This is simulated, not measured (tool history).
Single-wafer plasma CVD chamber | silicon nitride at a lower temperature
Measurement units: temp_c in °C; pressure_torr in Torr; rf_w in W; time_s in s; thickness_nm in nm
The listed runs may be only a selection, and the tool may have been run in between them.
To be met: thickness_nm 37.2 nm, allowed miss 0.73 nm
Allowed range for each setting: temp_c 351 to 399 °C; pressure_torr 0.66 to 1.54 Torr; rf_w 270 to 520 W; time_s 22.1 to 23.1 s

run,hour,temp_c,pressure_torr,rf_w,time_s,thickness_nm
1,0,375,1.1,395,23.1,31.064
2,2.2,375,1.17,405,23.1,32.282
3,10.8,375,1.23,410,23.1,33.461
4,17.8,375,1.36,410,23.1,34.716
5,23.1,375,1.39,410,23.1,34.917
6,27.4,375,1.51,410,23.1,35.535
7,33.8,375,1.51,410,23.1,35.642
8,39.4,375,1.52,415,23.1,36.424

Pick the move, out of 5, that brings all results within their allowed miss; only one does.
A,45,373,1.47,430,23.1,?
B,45,371,1.54,405,22.8,?
C,45,376,1.51,415,22.5,?
D,45,367,1.38,405,23.1,?
E,45,373,1.48,400,23.1,?

move,thickness_nm
A,36.932
B,35.289
C,35.234
D,34.518
E,34.905
A: in spec on every target
B: lands further from the targets than the last run did
C: lands further from the targets than the last run did
D: lands further from the targets than the last run did
E: lands further from the targets than the last run did
Go with A: it meets all targets.
